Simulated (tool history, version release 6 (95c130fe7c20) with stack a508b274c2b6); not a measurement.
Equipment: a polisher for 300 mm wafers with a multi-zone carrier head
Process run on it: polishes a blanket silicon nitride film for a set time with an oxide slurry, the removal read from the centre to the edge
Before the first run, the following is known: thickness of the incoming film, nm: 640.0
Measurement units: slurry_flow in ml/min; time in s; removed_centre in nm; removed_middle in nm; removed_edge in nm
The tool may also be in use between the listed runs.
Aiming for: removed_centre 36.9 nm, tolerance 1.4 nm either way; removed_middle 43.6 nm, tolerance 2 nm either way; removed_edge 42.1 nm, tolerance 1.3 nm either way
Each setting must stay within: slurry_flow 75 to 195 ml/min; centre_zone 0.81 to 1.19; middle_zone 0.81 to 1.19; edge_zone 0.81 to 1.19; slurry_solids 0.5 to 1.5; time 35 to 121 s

run,hour,slurry_flow,centre_zone,middle_zone,edge_zone,slurry_solids,time,removed_centre,removed_middle,removed_edge
1,0,125,1,1,1,1,78,48.13,48.257,48.622
2,6.7,125,1,1,1.04,1,78,48.532,47.118,47.848
3,8.7,125,0.94,1,1.04,1,78,45.404,47.185,49.483
4,11.5,120,0.94,1.02,1.02,0.95,78,43.88,47.01,46.957
5,15,110,0.93,1.03,1.01,0.95,78,42.913,46.922,46.714
6,21.9,95,0.93,1.03,1.01,0.95,78,40.833,45.275,44.698
7,22.5,90,0.92,1.03,1.01,0.95,78,40.548,44.77,45.793
8,28,90,0.91,1.04,1,0.9,78,38.204,44.687,43.602
9,29.6,85,0.91,1.04,0.99,0.9,78,38.178,43.508,43.083

Below are 5 possible settings for the next run. Only one of them brings all results inside the allowed miss of their targets. Which is it?
A,31.2,100,0.84,1.04,1.06,1,74,?,?,?
B,31.2,105,0.95,1.04,0.97,0.65,85,?,?,?
C,31.2,85,0.83,1.01,1,0.9,81,?,?,?
D,31.2,140,0.87,1.05,1.03,0.65,82,?,?,?
E,31.2,140,0.94,1.08,1.13,1.1,65,?,?,?

move,removed_centre,removed_middle,removed_edge
A,36.441,44.356,45.054
B,39.362,42.239,40.985
C,36.222,43.779,44.801
D,36.886,43.293,42.203
E,40.029,44.479,44.347
A: the worst result of the last run now meets its target, but another is out of spec
B: further off than the last run
C: the worst result of the last run now meets its target, but another is out of spec
D: every result lands within tolerance
E: further off than the last run
The right move is D.

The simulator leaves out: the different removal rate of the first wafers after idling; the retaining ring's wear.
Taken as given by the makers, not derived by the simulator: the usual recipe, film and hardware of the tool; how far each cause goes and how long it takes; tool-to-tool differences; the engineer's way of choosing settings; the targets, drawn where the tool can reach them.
